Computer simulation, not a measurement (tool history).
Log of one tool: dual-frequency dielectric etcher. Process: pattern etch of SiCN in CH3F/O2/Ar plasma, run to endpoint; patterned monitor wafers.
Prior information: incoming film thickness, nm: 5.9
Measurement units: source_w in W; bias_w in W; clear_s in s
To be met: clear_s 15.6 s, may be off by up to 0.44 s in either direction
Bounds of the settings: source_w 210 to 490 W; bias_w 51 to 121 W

run  hour  source_w  bias_w  clear_s
  1     0       350      86   17.915
  2   7.4       350      96    17.23
  3  11.5       360      97   17.158
  4  16.3       330      97   17.566
  5  24.1       330      82   18.928
  6  27.9       340      83   18.241
  7  34.9       350      84   18.167
  8  35.7       360      85   17.651
  9  43.3       370      86    17.74

Which of these 5 next moves meets every target?
  A  50.9       340      80        ?
  B  50.9       450      96        ?
  C  50.9       410      83        ?
  D  50.9       480     110        ?
  E  50.9       380      57        ?

move  clear_s
   A   18.956
   B   15.766
   C   17.273
   D   14.603
   E   20.295
A: further off than the last run
B: in spec on every target
C: gains on the last run, yet a result remains outside its allowed miss
D: the result that was furthest off in the last run now lies on the other side of its target
E: further off than the last run
B is the move that brings every result within its allowed miss.
